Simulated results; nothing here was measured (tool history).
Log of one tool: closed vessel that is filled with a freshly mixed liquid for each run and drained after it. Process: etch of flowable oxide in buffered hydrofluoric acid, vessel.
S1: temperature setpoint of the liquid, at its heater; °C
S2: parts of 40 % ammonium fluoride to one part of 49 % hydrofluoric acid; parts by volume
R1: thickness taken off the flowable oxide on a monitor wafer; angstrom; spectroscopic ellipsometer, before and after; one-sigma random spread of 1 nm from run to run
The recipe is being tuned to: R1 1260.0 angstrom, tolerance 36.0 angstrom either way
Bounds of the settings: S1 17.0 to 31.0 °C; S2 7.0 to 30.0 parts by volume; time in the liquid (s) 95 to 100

Run 1, hour 0.0: S1 23.0 °C, S2 20.0 parts by volume, time in the liquid (s) 95. Result: R1 1056.0 angstrom.
Run 2, hour 6.7: S1 23.5 °C, S2 20.0 parts by volume, time in the liquid (s) 95. Result: R1 1083.8 angstrom.
Run 3, hour 15.5: S1 24.0 °C, S2 20.0 parts by volume, time in the liquid (s) 95. Result: R1 1119.1 angstrom.
Run 4, hour 18.7: S1 24.0 °C, S2 15.5 parts by volume, time in the liquid (s) 95. Result: R1 1391.5 angstrom.
Run 5, hour 24.2: S1 23.5 °C, S2 15.5 parts by volume, time in the liquid (s) 95. Result: R1 1355.4 angstrom.
Run 6, hour 29.4: S1 23.5 °C, S2 12.0 parts by volume, time in the liquid (s) 95. Result: R1 1777.0 angstrom.
At hour 34.7: hydrofluoric acid flow meter replaced.
Run 7, hour 34.7: S1 22.5 °C, S2 12.5 parts by volume, time in the liquid (s) 95. Result: R1 1727.2 angstrom.
Run 8, hour 37.7: S1 22.5 °C, S2 13.5 parts by volume, time in the liquid (s) 95. Result: R1 1584.2 angstrom.
Run 9, hour 44.0: S1 22.0 °C, S2 14.0 parts by volume, time in the liquid (s) 95. Result: R1 1467.9 angstrom.
Run 10, hour 50.7: S1 21.5 °C, S2 14.0 parts by volume, time in the liquid (s) 95. Result: R1 1462.4 angstrom.
Run 11, hour 54.9: S1 20.5 °C, S2 14.0 parts by volume, time in the liquid (s) 95. Result: R1 1365.9 angstrom.

Next run, 5 choices. One meets every target within its allowed miss, the rest don't. Which?
Run A, hour 59.1: S1 19.5 °C, S2 11.5 parts by volume, time in the liquid (s) 95. Result: R1 ?.
Run B, hour 59.1: S1 21.5 °C, S2 17.0 parts by volume, time in the liquid (s) 100. Result: R1 ?.
Run C, hour 59.1: S1 17.0 °C, S2 11.0 parts by volume, time in the liquid (s) 95. Result: R1 ?.
Run D, hour 59.1: S1 21.0 °C, S2 13.5 parts by volume, time in the liquid (s) 95. Result: R1 ?.
Run E, hour 59.1: S1 22.5 °C, S2 15.0 parts by volume, time in the liquid (s) 95. Result: R1 ?.

move      R1
   A  1594.0
   B  1278.3
   C  1444.8
   D  1481.6
   E  1451.8
A: the biggest miss grows against the last run
B: every result within its allowed miss
C: the biggest miss grows against the last run
D: the biggest miss grows against the last run
E: the biggest miss grows against the last run
The move that meets every target is B.
